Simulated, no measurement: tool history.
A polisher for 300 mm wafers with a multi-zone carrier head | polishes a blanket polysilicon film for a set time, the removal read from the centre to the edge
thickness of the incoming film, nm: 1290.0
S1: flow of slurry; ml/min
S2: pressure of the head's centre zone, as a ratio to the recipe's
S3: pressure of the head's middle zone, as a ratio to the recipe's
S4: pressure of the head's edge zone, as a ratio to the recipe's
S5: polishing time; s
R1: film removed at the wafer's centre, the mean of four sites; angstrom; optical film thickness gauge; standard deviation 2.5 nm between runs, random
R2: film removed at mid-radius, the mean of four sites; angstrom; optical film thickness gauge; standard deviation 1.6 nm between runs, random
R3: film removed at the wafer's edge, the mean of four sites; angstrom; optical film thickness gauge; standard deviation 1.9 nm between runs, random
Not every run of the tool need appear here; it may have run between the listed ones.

run 1 hour=0.0 | S1=275 S2=1.00 S3=1.00 S4=1.00 S5=46 | R1=1796.0 R2=1779.7 R3=1769.2
run 2 hour=5.6 | S1=275 S2=1.00 S3=0.93 S4=1.00 S5=46 | R1=1791.8 R2=1683.4 R3=1798.2
run 3 hour=10.1 | S1=275 S2=1.00 S3=0.87 S4=1.00 S5=46 | R1=1765.9 R2=1612.3 R3=1781.3
run 4 hour=16.1 | S1=305 S2=1.00 S3=0.87 S4=1.00 S5=46 | R1=1798.7 R2=1592.7 R3=1809.8
run 5 hour=24.0 | S1=330 S2=1.00 S3=0.87 S4=1.00 S5=46 | R1=1806.4 R2=1614.1 R3=1802.3
run 6 hour=30.0 | S1=330 S2=1.01 S3=0.91 S4=1.02 S5=48 | R1=1878.6 R2=1755.8 R3=1919.1
run 7 hour=38.3 | S1=330 S2=1.03 S3=0.94 S4=1.04 S5=49 | R1=1991.6 R2=1830.2 R3=1949.1
run 8 hour=43.1 | S1=330 S2=1.03 S3=0.96 S4=1.06 S5=51 | R1=2063.0 R2=1946.0 R3=2058.7
run 9 hour=49.0 | S1=360 S2=1.13 S3=1.06 S4=1.16 S5=58 | R1=2647.3 R2=2450.5 R3=2457.0

What will run 10 give?
run 10 hour=56.5 | S1=365 S2=1.12 S3=1.07 S4=1.16 S5=58 | R1=? R2=? R3=?

Run 10 produced R1 2544.4 angstrom, R2 2457.2 angstrom, R3 2459.8 angstrom.

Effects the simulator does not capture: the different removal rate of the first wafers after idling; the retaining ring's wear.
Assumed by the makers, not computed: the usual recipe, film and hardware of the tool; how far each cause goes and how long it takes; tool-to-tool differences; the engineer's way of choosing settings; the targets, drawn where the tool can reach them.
